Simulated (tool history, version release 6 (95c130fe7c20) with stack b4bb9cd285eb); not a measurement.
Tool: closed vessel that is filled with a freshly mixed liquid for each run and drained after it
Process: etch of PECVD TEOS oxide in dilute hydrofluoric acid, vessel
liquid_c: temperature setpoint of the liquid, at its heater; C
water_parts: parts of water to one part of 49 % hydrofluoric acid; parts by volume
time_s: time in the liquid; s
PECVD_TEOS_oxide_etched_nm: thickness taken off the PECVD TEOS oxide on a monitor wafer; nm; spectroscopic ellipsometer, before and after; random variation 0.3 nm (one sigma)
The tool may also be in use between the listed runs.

run	hour	liquid_c	water_parts	time_s	PECVD_TEOS_oxide_etched_nm
1	0	24	105	90	24.81
2	8	24	105	90	24.98
3	10.8	24	135	90	18.807
4	11.9	24	135	70	14.807
5	16.9	24	120	70	16.543
6	24.9	25.5	120	70	17.571
7	29.7	26	105	70	21.158
8	35.3	27	95	70	24.793
9	37.4	28	90	70	26.978
10	40.4	29	85	70	29.702
11	44.8	29.5	85	70	30.5

Run 12 comes next. What will it give?
12	53.1	30	85	70	?

PECVD_TEOS_oxide_etched_nm: 31.414 nm
